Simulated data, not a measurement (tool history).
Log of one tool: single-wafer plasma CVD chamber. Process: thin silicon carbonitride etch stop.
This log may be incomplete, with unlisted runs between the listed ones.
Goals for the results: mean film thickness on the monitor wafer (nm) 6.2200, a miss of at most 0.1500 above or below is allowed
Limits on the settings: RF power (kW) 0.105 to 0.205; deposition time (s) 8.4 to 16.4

run,hour,RF power (kW),deposition time (s),mean film thickness on the monitor wafer (nm)
1,0.0,0.155,12.4,7.2648
2,6.2,0.155,11.4,6.7337
3,9.3,0.155,12.3,7.2139
4,14.6,0.175,12.3,7.4313
5,17.8,0.170,12.1,7.2385
6,24.0,0.180,12.1,7.2866
7,24.7,0.180,12.1,7.3170
8,28.0,0.180,11.9,7.1914
9,31.2,0.180,11.7,7.0161
10,36.1,0.180,11.6,7.0338
11,43.7,0.180,11.4,6.8670
# hour 49.3: thermocouple changed; heater temperature recalibrated
12,49.3,0.180,11.3,6.8804
13,51.6,0.180,11.2,6.7467
14,54.8,0.180,11.1,6.7154
15,62.6,0.180,11.0,6.6505

Exercise: of the 5 proposed moves below, exactly one satisfies all targets within the stated allowed misses. Which move is it?
A,70.4,0.190,9.7,?
B,70.4,0.180,10.7,?
C,70.4,0.180,9.8,?
D,70.4,0.170,10.4,?
E,70.4,0.185,9.6,?

move,mean film thickness on the monitor wafer (nm)
A,5.9262
B,6.4596
C,5.9163
D,6.2010
E,5.8306
A: takes the result that was furthest off past its target
B: better than the last run, though not everything is in spec
C: takes the result that was furthest off past its target
D: hits every target within its allowed miss
E: takes the result that was furthest off past its target
D is the move that brings every result within its allowed miss.

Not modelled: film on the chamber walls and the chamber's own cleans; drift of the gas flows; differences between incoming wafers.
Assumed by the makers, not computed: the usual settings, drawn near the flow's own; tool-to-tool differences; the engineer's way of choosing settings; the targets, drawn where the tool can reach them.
